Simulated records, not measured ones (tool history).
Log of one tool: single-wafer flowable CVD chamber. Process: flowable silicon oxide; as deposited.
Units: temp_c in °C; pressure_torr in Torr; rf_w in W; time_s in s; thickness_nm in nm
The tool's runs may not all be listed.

| run | hour | temp_c | pressure_torr | rf_w | time_s | thickness_nm |
|---|---|---|---|---|---|---|
| 1 | 0.0 | 90 | 0.908 | 2070 | 1168 | 1251.30 |
| 2 | 3.7 | 100 | 0.908 | 2070 | 1168 | 932.88 |
| 3 | 8.9 | 100 | 1.042 | 2070 | 1168 | 1062.60 |
| 4 | 17.7 | 98 | 1.042 | 2070 | 1168 | 1113.70 |
| 5 | 18.6 | 98 | 0.930 | 2070 | 1168 | 998.23 |
| 6 | 21.0 | 89 | 0.930 | 2070 | 1168 | 1305.20 |
| 7 | 29.4 | 88 | 0.930 | 2070 | 1168 | 1337.50 |

The next listed run, before its measurement:
| 8 | 35.6 | 87 | 0.930 | 2070 | 1168 | ? |

thickness_nm: 1375.80 nm
